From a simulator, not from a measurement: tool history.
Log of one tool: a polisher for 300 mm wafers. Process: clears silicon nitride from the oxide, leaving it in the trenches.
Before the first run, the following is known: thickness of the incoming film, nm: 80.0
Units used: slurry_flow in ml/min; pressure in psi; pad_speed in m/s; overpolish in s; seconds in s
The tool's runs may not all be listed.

Run 1, hour 0.0: slurry_flow 145 ml/min, pressure 2.4 psi, pad_speed 0.80 m/s, overpolish 9 s. Result: seconds 142.78 s.
Run 2, hour 7.9: slurry_flow 145 ml/min, pressure 2.2 psi, pad_speed 0.76 m/s, overpolish 9 s. Result: seconds 166.51 s.
Run 3, hour 10.8: slurry_flow 145 ml/min, pressure 2.2 psi, pad_speed 0.76 m/s, overpolish 8 s. Result: seconds 164.19 s.
Run 4, hour 13.5: slurry_flow 145 ml/min, pressure 2.0 psi, pad_speed 0.74 m/s, overpolish 8 s. Result: seconds 177.70 s.
Run 5, hour 14.2: slurry_flow 145 ml/min, pressure 1.7 psi, pad_speed 0.74 m/s, overpolish 8 s. Result: seconds 197.41 s.
Run 6, hour 22.0: slurry_flow 145 ml/min, pressure 1.6 psi, pad_speed 0.70 m/s, overpolish 8 s. Result: seconds 215.74 s.
Run 7, hour 29.3: slurry_flow 145 ml/min, pressure 1.5 psi, pad_speed 0.68 m/s, overpolish 8 s. Result: seconds 236.39 s.
Run 8, hour 35.1: slurry_flow 145 ml/min, pressure 1.4 psi, pad_speed 0.66 m/s, overpolish 8 s. Result: seconds 239.22 s.
Run 9, hour 36.6: slurry_flow 145 ml/min, pressure 1.4 psi, pad_speed 0.64 m/s, overpolish 8 s. Result: seconds 253.12 s.
Run 10, hour 43.9: slurry_flow 145 ml/min, pressure 1.4 psi, pad_speed 0.62 m/s, overpolish 8 s. Result: seconds 256.92 s.

Run 11 is up next; what results do you expect?
Run 11, hour 45.4: slurry_flow 145 ml/min, pressure 1.4 psi, pad_speed 0.60 m/s, overpolish 8 s. Result: seconds ?.

{"run 11": {"seconds": 270.25}}
